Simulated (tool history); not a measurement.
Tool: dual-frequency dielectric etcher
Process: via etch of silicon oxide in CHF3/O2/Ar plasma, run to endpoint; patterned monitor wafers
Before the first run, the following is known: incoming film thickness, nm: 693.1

| run | day | source power (W) | bias power (W) | endpoint time (s) |
|---|---|---|---|---|
| 1 | 0.000 | 860 | 223 | 279.50 |
| 2 | 0.104 | 790 | 223 | 288.57 |
| 3 | 0.408 | 790 | 260 | 280.39 |
| 4 | 0.496 | 790 | 289 | 269.14 |
|  | 0.608 | source power generator calibrated |
| 5 | 0.608 | 840 | 293 | 262.83 |
| 6 | 0.933 | 960 | 293 | 247.01 |
| 7 | 1.158 | 960 | 293 | 241.94 |

What will run 8 give?
| 8 | 1.229 | 970 | 294 | ? |

{"run 8": {"endpoint time (s)": 243.76}}
